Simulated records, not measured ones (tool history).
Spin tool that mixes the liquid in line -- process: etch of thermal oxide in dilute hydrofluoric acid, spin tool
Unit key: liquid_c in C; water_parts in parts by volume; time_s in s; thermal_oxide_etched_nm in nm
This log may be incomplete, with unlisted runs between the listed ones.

run,hour,liquid_c,water_parts,time_s,thermal_oxide_etched_nm
1,0,24,225,80,1.4554
2,2.9,22.5,225,80,1.3848
3,3.9,23.5,210,80,1.5402
4,5.7,21,210,80,1.4129
5,7.1,22.5,200,80,1.611
6,10.5,22.5,230,80,1.3451
7,11.8,23.5,215,80,1.5141
8,19.6,24.5,205,80,1.6604
9,21.2,25.5,195,80,1.834
10,26.2,26.5,185,80,2.0423

Run 11 is up next; what results do you expect?
11,28.8,27,180,80,?

{"run 11": {"thermal_oxide_etched_nm": 2.1244}}
